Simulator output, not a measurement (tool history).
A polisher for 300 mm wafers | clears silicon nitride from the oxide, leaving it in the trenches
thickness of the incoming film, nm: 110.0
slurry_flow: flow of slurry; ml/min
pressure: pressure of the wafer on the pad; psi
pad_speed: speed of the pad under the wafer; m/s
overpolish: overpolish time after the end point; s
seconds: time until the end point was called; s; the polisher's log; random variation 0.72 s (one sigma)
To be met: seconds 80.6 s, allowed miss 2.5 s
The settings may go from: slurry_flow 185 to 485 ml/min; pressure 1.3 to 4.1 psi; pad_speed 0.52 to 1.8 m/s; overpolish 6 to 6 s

run    day  slurry_flow  pressure  pad_speed  overpolish  seconds
  1      0          310       2.7       1.16           6   117.37
  2  0.092          310       2.7       1.26           6   107.17
  3  0.246          310       2.9       1.26           6   99.438
  4  0.329          310       2.9       1.26           6   99.079
  5  0.621          260       2.9       1.26           6   103.49
  6  0.767          260       2.4       1.26           6   122.78
  7  1.079          285       2.7       1.26           6   107.35
  8  1.379          300       2.9       1.26           6   100.91

Which of these 5 next moves meets every target?
  A  1.679          305       3.7       1.14           6        ?
  B  1.679          300         3       1.52           6        ?
  C  1.679          255       3.2       1.34           6        ?
  D  1.679          305         3       1.42           6        ?
  E  1.679          320       3.1       1.32           6        ?

move  seconds
   A   86.878
   B   80.756
   C   88.009
   D   86.099
   E   88.952
A: nearer than the last run, and not there yet
B: meets every target
C: nearer than the last run, and not there yet
D: nearer than the last run, and not there yet
E: nearer than the last run, and not there yet
Answer: B
